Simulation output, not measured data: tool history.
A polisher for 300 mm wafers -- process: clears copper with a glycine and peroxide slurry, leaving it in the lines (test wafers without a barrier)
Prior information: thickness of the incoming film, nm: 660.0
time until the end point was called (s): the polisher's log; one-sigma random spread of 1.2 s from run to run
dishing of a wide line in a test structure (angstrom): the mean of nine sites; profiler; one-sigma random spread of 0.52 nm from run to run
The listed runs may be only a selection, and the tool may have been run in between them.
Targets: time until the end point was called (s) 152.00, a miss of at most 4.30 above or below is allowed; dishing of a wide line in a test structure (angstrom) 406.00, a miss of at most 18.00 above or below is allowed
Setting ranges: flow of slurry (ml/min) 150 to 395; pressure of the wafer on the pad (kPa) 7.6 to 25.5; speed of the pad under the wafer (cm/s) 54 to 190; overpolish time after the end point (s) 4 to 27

run  hour  flow of slurry (ml/min)  pressure of the wafer on the pad (kPa)  speed of the pad under the wafer (cm/s)  overpolish time after the end point (s)  time until the end point was called (s)  dishing of a wide line in a test structure (angstrom)
  1   0.0                      250                                    16.5                                      122                                       14                                   113.10                                                 353.65
  2   7.5                      245                                    15.2                                      122                                       16                                   121.23                                                 361.31
  3  15.5                      245                                    15.2                                      122                                       13                                   120.91                                                 320.21
  4  22.2                      245                                    15.2                                      122                                       17                                   121.27                                                 367.24
  5  30.3                      245                                    15.2                                       96                                       17                                   148.11                                                 333.73
  6  33.6                      245                                    16.5                                       96                                       17                                   139.11                                                 350.27
  7  37.9                      240                                    15.9                                       96                                       19                                   143.74                                                 375.12
  8  40.4                      235                                    15.9                                       96                                       20                                   145.36                                                 391.49
  9  43.0                      225                                    15.9                                       96                                       20                                   145.06                                                 377.79
 10  51.4                      225                                    15.9                                       96                                       21                                   143.81                                                 385.32
 11  58.3                      230                                    15.9                                       96                                       22                                   143.00                                                 399.11
 12  60.5                      230                                    15.9                                       96                                       22                                   141.88                                                 393.20
 13  66.0                      220                                    15.9                                       96                                       23                                   144.60                                                 403.13
 14  70.1                      215                                    15.9                                       96                                       24                                   145.39                                                 413.83
 15  71.3                      205                                    15.9                                       96                                       24                                   145.54                                                 402.50
 16  76.0                      200                                    15.9                                       96                                       24                                   146.50                                                 414.48

Which one of the following 5 next-run settings gets every result inside its allowed miss? There is exactly one.
  A  80.7                      200                                    16.5                                       98                                       23                                        ?                                                      ?
  B  80.7                      270                                    17.2                                       88                                       25                                        ?                                                      ?
  C  80.7                      150                                    15.9                                      108                                       27                                        ?                                                      ?
  D  80.7                      185                                    14.5                                      108                                       23                                        ?                                                      ?
  E  80.7                      305                                    16.5                                       84                                       24                                        ?                                                      ?

move  time until the end point was called (s)  dishing of a wide line in a test structure (angstrom)
   A                                   139.37                                                 408.27
   B                                   143.10                                                 421.97
   C                                   137.37                                                 431.61
   D                                   144.56                                                 398.25
   E                                   151.74                                                 406.78
A: its largest miss is bigger than the last run's
B: its largest miss is bigger than the last run's
C: its largest miss is bigger than the last run's
D: its largest miss is bigger than the last run's
E: in spec on every target
E is the move that brings every result within its allowed miss.
